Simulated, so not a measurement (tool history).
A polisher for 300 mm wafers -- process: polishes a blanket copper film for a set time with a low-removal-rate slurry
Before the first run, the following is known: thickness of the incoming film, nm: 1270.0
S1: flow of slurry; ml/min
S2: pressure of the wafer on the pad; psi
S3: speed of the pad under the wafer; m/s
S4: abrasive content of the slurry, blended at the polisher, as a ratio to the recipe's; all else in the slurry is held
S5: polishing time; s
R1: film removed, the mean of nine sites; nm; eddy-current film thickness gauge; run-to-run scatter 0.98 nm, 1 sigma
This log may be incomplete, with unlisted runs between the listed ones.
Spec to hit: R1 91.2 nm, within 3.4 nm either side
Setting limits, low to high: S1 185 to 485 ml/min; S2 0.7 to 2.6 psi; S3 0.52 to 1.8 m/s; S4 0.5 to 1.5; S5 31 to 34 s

run,day,S1,S2,S3,S4,S5,R1
1,0,310,1.6,1.16,1,34,65.007
2,0.188,310,1.6,1.16,0.9,34,64.133
3,0.429,310,1.6,1.16,1.05,34,65.531
4,0.783,310,1.6,1.16,1.05,31,60.393
5,0.892,310,1.6,1.02,1.05,31,53.102
6,1.158,310,1.6,1.02,1.2,31,53.25
7,1.246,310,2.1,1.06,1.2,31,73.045
8,1.438,310,2.2,1.06,1.2,31,77.08

5 candidate next runs follow, results not yet known. Just one meets every target within its allowed miss. Identify it.
A,1.629,300,2.1,1.24,1.45,34,?
B,1.629,355,2.4,1.1,1.15,33,?
C,1.629,365,2.6,0.9,1.1,34,?
D,1.629,350,2.1,1.18,1.2,32,?
E,1.629,300,1.9,1.3,1,33,?

move,R1
A,97.128
B,92.734
C,84.625
D,85.05
E,83.525
A: the result that was furthest off in the last run now lies on the other side of its target
B: in spec on every target
C: nearer the targets than the last run, but a result is still out of spec
D: nearer the targets than the last run, but a result is still out of spec
E: nearer the targets than the last run, but a result is still out of spec
B meets every target.
